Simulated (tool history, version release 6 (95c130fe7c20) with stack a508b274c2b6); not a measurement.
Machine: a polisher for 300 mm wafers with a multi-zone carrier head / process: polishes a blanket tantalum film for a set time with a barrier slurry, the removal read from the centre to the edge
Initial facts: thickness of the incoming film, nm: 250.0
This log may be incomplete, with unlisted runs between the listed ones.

run,hour,flow of slurry (ml/min),pressure of the head's centre zone,pressure of the head's middle zone,pressure of the head's edge zone,abrasive content of the slurry,polishing time (s),film removed at the wafer's centre (angstrom),film removed at mid-radius (angstrom),film removed at the wafer's edge (angstrom)
1,0.0,195,1.00,1.00,1.00,1.00,45,886.64,900.80,880.97
2,1.7,195,1.05,1.00,1.00,1.00,45,936.18,877.68,894.11
3,2.5,150,1.05,1.00,1.00,1.00,45,883.53,846.10,845.39
4,7.4,120,1.05,1.00,1.00,1.00,45,852.20,791.35,826.85
5,12.4,140,1.07,0.98,1.03,1.10,46,924.59,851.13,890.78
6,15.2,140,1.07,0.98,1.03,1.10,51,1027.20,968.71,992.89
7,23.7,160,1.09,0.95,1.05,1.15,51,1121.40,957.02,1035.40
8,27.2,175,1.09,0.94,1.07,1.20,51,1146.30,998.65,1066.80
9,33.2,185,1.09,0.92,1.09,1.25,51,1179.70,987.69,1083.40
10,39.9,195,1.09,0.90,1.11,1.30,52,1218.80,984.96,1175.40
11,40.8,205,1.10,0.90,1.12,1.30,52,1234.70,1017.30,1170.30

Estimate the outcome of run 12 from the log above:
12,42.1,215,1.11,0.89,1.13,1.35,52,?,?,?

film removed at the wafer's centre (angstrom): 1263.50
film removed at mid-radius (angstrom): 1049.90
film removed at the wafer's edge (angstrom): 1195.40
